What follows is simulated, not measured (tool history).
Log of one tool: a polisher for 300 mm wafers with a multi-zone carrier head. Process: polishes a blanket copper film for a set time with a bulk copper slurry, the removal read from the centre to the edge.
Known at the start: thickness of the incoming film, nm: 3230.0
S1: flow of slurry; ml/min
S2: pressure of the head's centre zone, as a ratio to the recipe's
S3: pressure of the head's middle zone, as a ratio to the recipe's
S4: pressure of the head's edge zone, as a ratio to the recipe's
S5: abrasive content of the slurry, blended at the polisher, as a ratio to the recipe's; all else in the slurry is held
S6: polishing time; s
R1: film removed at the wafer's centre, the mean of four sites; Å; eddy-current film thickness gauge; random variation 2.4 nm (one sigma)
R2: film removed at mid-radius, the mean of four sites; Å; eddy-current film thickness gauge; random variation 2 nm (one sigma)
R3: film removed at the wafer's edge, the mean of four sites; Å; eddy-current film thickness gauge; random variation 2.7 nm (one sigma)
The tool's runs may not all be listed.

{"run": 1, "hour": 0.0, "S1": 200, "S2": 1.0, "S3": 1.0, "S4": 1.0, "S5": 1.0, "S6": 67, "R1": 3923.3, "R2": 3564.8, "R3": 3661.0}
{"run": 2, "hour": 8.8, "S1": 190, "S2": 0.95, "S3": 1.01, "S4": 0.96, "S5": 0.85, "S6": 63, "R1": 3410.2, "R2": 3264.3, "R3": 3235.7}
{"run": 3, "hour": 10.9, "S1": 225, "S2": 0.95, "S3": 1.01, "S4": 0.96, "S5": 0.85, "S6": 63, "R1": 3517.0, "R2": 3355.7, "R3": 3343.1}
{"run": 4, "hour": 11.7, "S1": 205, "S2": 0.91, "S3": 1.02, "S4": 0.95, "S5": 0.75, "S6": 60, "R1": 3087.1, "R2": 3092.7, "R3": 3021.1}
{"run": 5, "hour": 16.7, "S1": 205, "S2": 0.91, "S3": 1.02, "S4": 0.95, "S5": 0.75, "S6": 69, "R1": 3488.6, "R2": 3590.5, "R3": 3516.9}
{"run": 6, "hour": 20.1, "S1": 155, "S2": 0.91, "S3": 1.02, "S4": 0.95, "S5": 0.75, "S6": 69, "R1": 3330.0, "R2": 3384.1, "R3": 3296.7}
{"run": 7, "hour": 27.7, "S1": 145, "S2": 0.88, "S3": 1.02, "S4": 0.94, "S5": 0.7, "S6": 65, "R1": 2930.8, "R2": 3116.2, "R3": 3057.9}
{"run": 8, "hour": 33.5, "S1": 140, "S2": 0.87, "S3": 1.02, "S4": 0.92, "S5": 0.65, "S6": 63, "R1": 2728.2, "R2": 2943.5, "R3": 2889.0}

Run 9 comes next. What will it give?
{"run": 9, "hour": 36.6, "S1": 150, "S2": 0.85, "S3": 1.04, "S4": 0.82, "S5": 0.5, "S6": 54, "R1": "?", "R2": "?", "R3": "?"}

{"run 9": {"R1": 2228.3, "R2": 2452.9, "R3": 2228.6}}

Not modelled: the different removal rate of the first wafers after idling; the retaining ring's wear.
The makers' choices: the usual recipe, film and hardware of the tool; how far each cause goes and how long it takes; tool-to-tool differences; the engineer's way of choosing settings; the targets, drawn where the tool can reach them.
